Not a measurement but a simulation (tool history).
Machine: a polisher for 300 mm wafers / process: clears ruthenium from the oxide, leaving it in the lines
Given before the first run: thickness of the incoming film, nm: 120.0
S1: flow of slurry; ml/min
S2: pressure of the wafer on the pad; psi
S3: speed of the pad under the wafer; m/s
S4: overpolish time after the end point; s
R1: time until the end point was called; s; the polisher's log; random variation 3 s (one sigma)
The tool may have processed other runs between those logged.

Run 1, hour 0.0: S1 320 ml/min, S2 2.4 psi, S3 1.06 m/s, S4 7 s. Result: R1 81.495 s.
Run 2, hour 5.3: S1 320 ml/min, S2 2.4 psi, S3 1.24 m/s, S4 7 s. Result: R1 72.339 s.
Run 3, hour 6.2: S1 320 ml/min, S2 2.1 psi, S3 1.24 m/s, S4 7 s. Result: R1 79.075 s.
Run 4, hour 12.0: S1 315 ml/min, S2 1.9 psi, S3 1.08 m/s, S4 7 s. Result: R1 102.660 s.
Run 5, hour 14.2: S1 315 ml/min, S2 1.7 psi, S3 1.00 m/s, S4 7 s. Result: R1 121.240 s.
Run 6, hour 16.5: S1 315 ml/min, S2 1.6 psi, S3 0.94 m/s, S4 7 s. Result: R1 137.360 s.
Run 7, hour 21.5: S1 315 ml/min, S2 1.5 psi, S3 0.90 m/s, S4 7 s. Result: R1 149.730 s.

Expected results for the next run?
Run 8, hour 30.5: S1 315 ml/min, S2 1.4 psi, S3 0.88 m/s, S4 7 s. Result: R1 ?.

Logged for run 8: R1 165.930 s.

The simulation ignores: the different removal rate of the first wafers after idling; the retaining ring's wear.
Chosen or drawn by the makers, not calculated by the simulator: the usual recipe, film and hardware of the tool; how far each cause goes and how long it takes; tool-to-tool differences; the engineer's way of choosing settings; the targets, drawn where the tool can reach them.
